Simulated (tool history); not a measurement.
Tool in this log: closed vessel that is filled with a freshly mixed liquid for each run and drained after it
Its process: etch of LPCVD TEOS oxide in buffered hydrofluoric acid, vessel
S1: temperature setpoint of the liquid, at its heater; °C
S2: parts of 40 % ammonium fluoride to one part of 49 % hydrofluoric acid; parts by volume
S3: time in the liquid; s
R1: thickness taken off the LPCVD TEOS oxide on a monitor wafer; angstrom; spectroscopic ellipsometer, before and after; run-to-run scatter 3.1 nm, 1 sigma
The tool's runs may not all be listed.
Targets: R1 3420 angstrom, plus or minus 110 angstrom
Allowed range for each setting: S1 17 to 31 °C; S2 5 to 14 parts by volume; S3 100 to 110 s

run  hour    S1    S2   S3      R1
  1     0    23   8.5  100  2546.8
  2   6.5    24   8.5  100  2700.1
  3  13.8  24.5   8.5  100  2705.7
  4    16    21   8.5  100  2272.6
  5  17.4    21  10.5  100  1896.7
  6  25.6    21  10.5  110  2121.5
  7  29.8  22.5  10.5  110  2274.5
  8  38.4  22.5  10.5  110  2315.6
  9  45.2    24  10.5  110  2445.5
 10  54.1    28    10  110  3212.2

Exercise: of the 5 proposed moves below, exactly one satisfies all targets within the stated allowed misses. Which move is it?
  A    63  30.5  10.5  100   ?
  B    63    28     8  105   ?
  C    63  26.5     8  105   ?
  D    63  28.5  10.5  110   ?
  E    63  29.5  11.5  110   ?

move      R1
   A  3187.5
   B  3734.1
   C  3447.1
   D    3156
   E  3045.1
A: further off than the last run
B: the result that was furthest off in the last run now lies on the other side of its target
C: every result lands within tolerance
D: further off than the last run
E: further off than the last run
Move C is the one to make.

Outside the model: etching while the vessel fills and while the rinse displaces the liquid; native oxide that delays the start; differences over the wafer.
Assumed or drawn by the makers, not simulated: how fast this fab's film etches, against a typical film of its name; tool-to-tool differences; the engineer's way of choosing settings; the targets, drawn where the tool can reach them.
